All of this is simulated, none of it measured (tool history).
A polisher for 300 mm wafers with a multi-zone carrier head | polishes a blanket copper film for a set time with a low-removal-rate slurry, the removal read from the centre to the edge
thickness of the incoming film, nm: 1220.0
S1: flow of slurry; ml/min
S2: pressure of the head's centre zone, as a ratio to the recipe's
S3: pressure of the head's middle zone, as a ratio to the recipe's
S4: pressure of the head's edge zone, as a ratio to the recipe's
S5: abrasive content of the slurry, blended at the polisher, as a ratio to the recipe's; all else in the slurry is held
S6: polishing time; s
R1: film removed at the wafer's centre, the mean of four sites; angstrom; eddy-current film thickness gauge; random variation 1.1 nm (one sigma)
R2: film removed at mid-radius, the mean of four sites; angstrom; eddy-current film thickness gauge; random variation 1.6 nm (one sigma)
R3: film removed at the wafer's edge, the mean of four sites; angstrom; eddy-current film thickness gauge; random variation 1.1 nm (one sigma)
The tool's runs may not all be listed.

| run | hour | S1 | S2 | S3 | S4 | S5 | S6 | R1 | R2 | R3 |
|---|---|---|---|---|---|---|---|---|---|---|
| 1 | 0.0 | 130 | 1.00 | 1.00 | 1.00 | 1.00 | 63 | 1336.5 | 1304.7 | 1321.5 |
| 2 | 2.9 | 155 | 1.00 | 1.00 | 1.00 | 1.00 | 63 | 1375.7 | 1324.1 | 1339.3 |
| 3 | 7.9 | 155 | 1.00 | 1.04 | 1.00 | 1.00 | 63 | 1373.9 | 1391.6 | 1320.0 |
| 4 | 13.4 | 150 | 0.99 | 1.04 | 0.98 | 0.95 | 63 | 1387.4 | 1367.1 | 1303.3 |
| 5 | 20.4 | 145 | 0.97 | 1.04 | 0.98 | 0.90 | 62 | 1279.8 | 1310.7 | 1285.5 |
| 6 | 28.6 | 140 | 0.97 | 1.05 | 0.97 | 0.90 | 62 | 1282.2 | 1304.6 | 1270.2 |
| 7 | 33.4 | 135 | 0.96 | 1.06 | 0.96 | 0.90 | 62 | 1265.6 | 1320.0 | 1232.6 |

Forecast run 8:
| 8 | 38.7 | 130 | 0.95 | 1.06 | 0.96 | 0.90 | 62 | ? | ? | ? |

R1: 1247.5 angstrom
R2: 1308.8 angstrom
R3: 1226.9 angstrom
